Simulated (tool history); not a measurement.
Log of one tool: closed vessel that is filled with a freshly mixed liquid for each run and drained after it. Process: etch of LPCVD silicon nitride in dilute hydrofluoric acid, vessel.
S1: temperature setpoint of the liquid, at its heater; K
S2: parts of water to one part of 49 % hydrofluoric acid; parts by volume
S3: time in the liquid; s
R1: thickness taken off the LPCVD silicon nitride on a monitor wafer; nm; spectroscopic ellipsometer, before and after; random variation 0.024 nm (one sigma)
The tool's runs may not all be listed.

run	hour	S1	S2	S3	R1
1	0.0	295.15	85	690	3.7415
2	3.5	295.15	85	690	3.7238
3	11.8	294.65	85	690	3.6470
4	19.1	294.65	110	690	2.7764
5	28.6	295.15	110	690	2.8992
6	35.9	295.15	110	485	2.0441
7	37.7	299.15	110	485	2.6461
8	44.2	299.65	110	485	2.7427
9	48.1	300.15	110	485	2.8295
10	52.2	300.65	110	485	2.8923

Run 11 comes next. What will it give?
11	59.0	301.15	110	485	?

{"run 11": {"R1": 3.0051}}
